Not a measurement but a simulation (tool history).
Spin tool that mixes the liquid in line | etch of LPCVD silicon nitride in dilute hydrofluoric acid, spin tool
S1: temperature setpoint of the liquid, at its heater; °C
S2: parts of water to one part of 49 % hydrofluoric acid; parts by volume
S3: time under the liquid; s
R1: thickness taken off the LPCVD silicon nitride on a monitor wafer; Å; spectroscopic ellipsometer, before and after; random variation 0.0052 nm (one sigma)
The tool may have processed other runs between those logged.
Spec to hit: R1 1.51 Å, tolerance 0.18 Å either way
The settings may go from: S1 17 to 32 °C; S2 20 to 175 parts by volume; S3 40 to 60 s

run  hour    S1   S2  S3      R1
  1     0    24   95  60  2.8873
  2   8.8  23.5  100  60  2.8286
  3  12.5  23.5  100  60  2.7267
  4    20    27  100  60  3.4169
  5  26.5    26  105  60  3.2061
  6  33.4  27.5  105  60  3.6642
  7  34.7  26.5  110  60   3.088
  8  35.3  25.5  115  60  2.7945
  9  37.8  24.5  120  60  2.6215
     44.5  -- hydrofluoric acid flow meter replaced
 10  44.5    24  125  60  2.1434
 11    53  23.5  125  60  2.0755
 12    59    23  125  60  1.9013
 13  61.1  22.5  125  60   1.839
 14    64  22.5  125  60  1.8832

5 next moves are on the table. One of them brings every result within its allowed miss. Which?
  A  66.9  23.5  115  60   ?
  B  66.9    26  145  60   ?
  C  66.9    24  120  60   ?
  D  66.9  20.5  115  50   ?
  E  66.9    22  125  60   ?

move      R1
   A   2.139
   B   1.998
   C  2.1193
   D  1.4598
   E  1.7847
A: the biggest miss grows against the last run
B: the biggest miss grows against the last run
C: the biggest miss grows against the last run
D: every result within its allowed miss
E: closes in on the targets versus the last run, not all within tolerance yet
Correct choice: D, which meets every target

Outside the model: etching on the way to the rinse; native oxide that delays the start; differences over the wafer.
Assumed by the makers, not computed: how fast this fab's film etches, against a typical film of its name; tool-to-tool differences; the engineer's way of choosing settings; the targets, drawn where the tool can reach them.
